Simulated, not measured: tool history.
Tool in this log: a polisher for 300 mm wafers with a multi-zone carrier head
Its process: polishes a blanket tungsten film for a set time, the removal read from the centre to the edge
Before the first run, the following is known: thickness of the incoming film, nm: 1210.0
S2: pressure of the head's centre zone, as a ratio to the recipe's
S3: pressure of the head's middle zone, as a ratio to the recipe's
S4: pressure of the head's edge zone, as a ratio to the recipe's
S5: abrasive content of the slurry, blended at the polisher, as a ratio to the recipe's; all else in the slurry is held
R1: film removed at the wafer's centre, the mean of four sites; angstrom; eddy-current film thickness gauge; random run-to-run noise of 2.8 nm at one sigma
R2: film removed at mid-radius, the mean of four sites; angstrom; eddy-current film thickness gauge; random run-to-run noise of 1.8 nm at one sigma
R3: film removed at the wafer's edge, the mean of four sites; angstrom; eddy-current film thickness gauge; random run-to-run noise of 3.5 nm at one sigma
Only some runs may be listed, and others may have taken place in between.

Run 1, hour 0.0: flow of slurry (ml/min) 140, S2 1.00, S3 1.00, S4 1.00, S5 1.0, polishing time (s) 86. Result: R1 3047.0 angstrom, R2 2915.5 angstrom, R3 3019.8 angstrom.
Run 2, hour 4.8: flow of slurry (ml/min) 130, S2 1.00, S3 1.00, S4 0.98, S5 1.0, polishing time (s) 86. Result: R1 2939.4 angstrom, R2 2910.7 angstrom, R3 2969.6 angstrom.
Run 3, hour 6.2: flow of slurry (ml/min) 125, S2 1.01, S3 0.99, S4 0.96, S5 1.0, polishing time (s) 86. Result: R1 2979.8 angstrom, R2 2889.0 angstrom, R3 2868.0 angstrom.
Run 4, hour 9.9: flow of slurry (ml/min) 125, S2 1.01, S3 1.06, S4 0.96, S5 1.0, polishing time (s) 86. Result: R1 2995.0 angstrom, R2 3059.2 angstrom, R3 2859.3 angstrom.
Run 5, hour 14.9: flow of slurry (ml/min) 125, S2 1.01, S3 1.06, S4 0.96, S5 1.0, polishing time (s) 73. Result: R1 2499.1 angstrom, R2 2588.6 angstrom, R3 2414.7 angstrom.
Run 6, hour 17.1: flow of slurry (ml/min) 135, S2 1.01, S3 1.05, S4 0.98, S5 1.0, polishing time (s) 73. Result: R1 2497.2 angstrom, R2 2589.6 angstrom, R3 2511.2 angstrom.

Predict the results of run 7:
Run 7, hour 25.9: flow of slurry (ml/min) 145, S2 1.02, S3 1.05, S4 0.99, S5 1.0, polishing time (s) 73. Result: R1 ?, R2 ?, R3 ?.

{"run 7": {"R1": 2613.1, "R2": 2594.5, "R3": 2523.2}}
